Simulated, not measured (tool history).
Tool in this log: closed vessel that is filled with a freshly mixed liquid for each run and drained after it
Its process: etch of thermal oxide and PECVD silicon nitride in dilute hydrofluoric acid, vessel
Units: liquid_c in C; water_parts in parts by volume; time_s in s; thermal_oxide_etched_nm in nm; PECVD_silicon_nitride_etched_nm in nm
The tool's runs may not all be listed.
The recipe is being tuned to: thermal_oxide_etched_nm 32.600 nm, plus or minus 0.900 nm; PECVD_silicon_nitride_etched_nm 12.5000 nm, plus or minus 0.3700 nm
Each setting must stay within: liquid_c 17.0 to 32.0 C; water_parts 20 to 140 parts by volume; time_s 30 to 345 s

| run | hour | liquid_c | water_parts | time_s | thermal_oxide_etched_nm | PECVD_silicon_nitride_etched_nm |
|---|---|---|---|---|---|---|
| 1 | 0.0 | 24.0 | 75 | 175 | 12.319 | 4.5456 |
| 2 | 0.8 | 26.5 | 75 | 175 | 13.483 | 5.3452 |
| 3 | 4.0 | 27.0 | 65 | 175 | 16.207 | 6.3033 |
| 4 | 6.9 | 27.5 | 55 | 175 | 19.931 | 7.8411 |
| 5 | 7.6 | 30.0 | 55 | 175 | 22.035 | 9.0918 |
| 6 | 13.5 | 30.0 | 50 | 175 | 24.012 | 10.0210 |
| 7 | 14.4 | 27.5 | 20 | 170 | 55.915 | 20.0900 |
| 8 | 20.3 | 27.5 | 25 | 170 | 44.139 | 16.2440 |
| 9 | 23.0 | 27.5 | 30 | 170 | 36.456 | 13.6440 |
| 10 | 25.0 | 28.0 | 35 | 170 | 31.672 | 12.1730 |

Of the 5 settings listed for the next run, only one would bring every result within its allowed miss of target. Which one?
| A | 27.0 | 27.5 | 35 | 165 | ? | ? |
| B | 27.0 | 27.0 | 35 | 175 | ? | ? |
| C | 27.0 | 24.0 | 30 | 180 | ? | ? |
| D | 27.0 | 29.5 | 40 | 175 | ? | ? |
| E | 27.0 | 28.0 | 35 | 175 | ? | ? |

| move | thermal_oxide_etched_nm | PECVD_silicon_nitride_etched_nm |
|---|---|---|
| A | 29.964 | 11.3380 |
| B | 31.141 | 11.6320 |
| C | 33.247 | 11.3550 |
| D | 29.908 | 12.0330 |
| E | 32.430 | 12.4290 |
A: the biggest miss grows against the last run
B: the biggest miss grows against the last run
C: meets the target for the result that was furthest off, but another lies outside its allowed miss
D: the biggest miss grows against the last run
E: all results in spec
Move E is the one to make.

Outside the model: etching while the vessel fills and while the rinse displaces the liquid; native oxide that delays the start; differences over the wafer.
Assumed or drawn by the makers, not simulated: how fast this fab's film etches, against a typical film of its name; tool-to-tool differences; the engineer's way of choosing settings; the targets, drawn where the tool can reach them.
